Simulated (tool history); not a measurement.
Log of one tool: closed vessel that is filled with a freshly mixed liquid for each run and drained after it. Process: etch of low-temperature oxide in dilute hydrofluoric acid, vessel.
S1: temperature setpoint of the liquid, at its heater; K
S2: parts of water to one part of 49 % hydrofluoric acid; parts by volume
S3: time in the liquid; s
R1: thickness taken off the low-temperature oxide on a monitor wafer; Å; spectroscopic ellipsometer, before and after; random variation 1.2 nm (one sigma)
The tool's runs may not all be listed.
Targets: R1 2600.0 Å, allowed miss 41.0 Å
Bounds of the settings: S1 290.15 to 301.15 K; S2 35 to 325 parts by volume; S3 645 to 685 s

run    day      S1   S2   S3      R1
  1  0.000  293.15  180  645   951.2
  2  0.208  294.65  165  645  1115.5
  3  0.408  294.65  165  645  1120.6
  4  0.483  295.65  150  645  1301.1
  5  0.646  295.65  120  645  1691.1
  6  0.912  296.65  115  645  1835.2
  7  1.008  297.15  110  645  1963.6
  8  1.288  297.65  110  645  2013.0
  9  1.488  298.15  110  645  2061.9
 10  1.654  298.65  110  645  2088.6
 11  1.821  299.15  110  645  2128.2
     1.946  -- thermometer replaced
 12  1.946  299.65  110  645  2073.8
 13  2.258  299.65  105  645  2167.4
 14  2.575  299.65  100  645  2310.7

4 next moves are on the table. One of them brings every result within its allowed miss. Which?
  A  2.892  301.15   95  675   ?
  B  2.892  301.15  100  685   ?
  C  2.892  298.15   90  670   ?
  D  2.892  297.15   90  685   ?

move      R1
   A  2699.9
   B  2585.3
   C  2533.4
   D  2489.3
A: takes the result that was furthest off past its target
B: meets every target
C: nearer than the last run, and not there yet
D: nearer than the last run, and not there yet
The right move is B.
